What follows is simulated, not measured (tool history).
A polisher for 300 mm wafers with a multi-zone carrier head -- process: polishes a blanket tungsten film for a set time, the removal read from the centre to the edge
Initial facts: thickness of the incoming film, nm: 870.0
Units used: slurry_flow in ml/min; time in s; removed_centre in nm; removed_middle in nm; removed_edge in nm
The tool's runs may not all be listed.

{"run": 1, "hour": 0.0, "slurry_flow": 160, "centre_zone": 1.0, "middle_zone": 1.0, "edge_zone": 1.0, "slurry_solids": 1.0, "time": 32, "removed_centre": 153.88, "removed_middle": 152.52, "removed_edge": 155.71}
{"run": 2, "hour": 7.3, "slurry_flow": 160, "centre_zone": 1.0, "middle_zone": 0.94, "edge_zone": 1.0, "slurry_solids": 1.0, "time": 32, "removed_centre": 147.35, "removed_middle": 147.83, "removed_edge": 155.71}
{"run": 3, "hour": 12.5, "slurry_flow": 160, "centre_zone": 1.0, "middle_zone": 0.94, "edge_zone": 0.92, "slurry_solids": 1.0, "time": 32, "removed_centre": 154.31, "removed_middle": 144.7, "removed_edge": 150.57}
{"run": 4, "hour": 13.6, "slurry_flow": 135, "centre_zone": 1.0, "middle_zone": 0.94, "edge_zone": 0.92, "slurry_solids": 1.0, "time": 32, "removed_centre": 144.54, "removed_middle": 140.39, "removed_edge": 145.78}
{"run": 5, "hour": 14.6, "slurry_flow": 125, "centre_zone": 0.95, "middle_zone": 0.99, "edge_zone": 0.91, "slurry_solids": 0.95, "time": 32, "removed_centre": 135.33, "removed_middle": 142.41, "removed_edge": 140.88}
{"run": 6, "hour": 19.2, "slurry_flow": 115, "centre_zone": 0.91, "middle_zone": 1.01, "edge_zone": 0.9, "slurry_solids": 0.95, "time": 32, "removed_centre": 125.79, "removed_middle": 140.67, "removed_edge": 139.35}

Predict the results of run 7:
{"run": 7, "hour": 25.5, "slurry_flow": 110, "centre_zone": 0.89, "middle_zone": 1.04, "edge_zone": 0.88, "slurry_solids": 0.95, "time": 32, "removed_centre": "?", "removed_middle": "?", "removed_edge": "?"}

{"run 7": {"removed_centre": 117.6, "removed_middle": 144.49, "removed_edge": 136.5}}
